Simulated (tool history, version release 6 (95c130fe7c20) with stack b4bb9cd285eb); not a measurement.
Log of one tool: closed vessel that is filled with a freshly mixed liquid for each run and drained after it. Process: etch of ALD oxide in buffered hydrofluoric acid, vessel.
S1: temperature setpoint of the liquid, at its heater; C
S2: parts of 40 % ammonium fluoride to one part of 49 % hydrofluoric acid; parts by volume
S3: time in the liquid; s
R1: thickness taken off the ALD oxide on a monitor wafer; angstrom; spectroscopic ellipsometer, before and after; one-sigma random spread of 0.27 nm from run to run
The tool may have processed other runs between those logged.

run	day	S1	S2	S3	R1
1	0.000	23.0	18.5	35	271.17
2	0.050	23.0	18.5	35	269.44
3	0.104	24.0	18.5	35	285.58
4	0.425	24.5	18.5	35	293.52
5	0.538	24.5	22.0	35	247.25
6	0.858	25.0	21.5	35	258.82

What does the tool deliver on the next run?
7	1.008	25.5	21.0	35	?

R1: 271.19 angstrom

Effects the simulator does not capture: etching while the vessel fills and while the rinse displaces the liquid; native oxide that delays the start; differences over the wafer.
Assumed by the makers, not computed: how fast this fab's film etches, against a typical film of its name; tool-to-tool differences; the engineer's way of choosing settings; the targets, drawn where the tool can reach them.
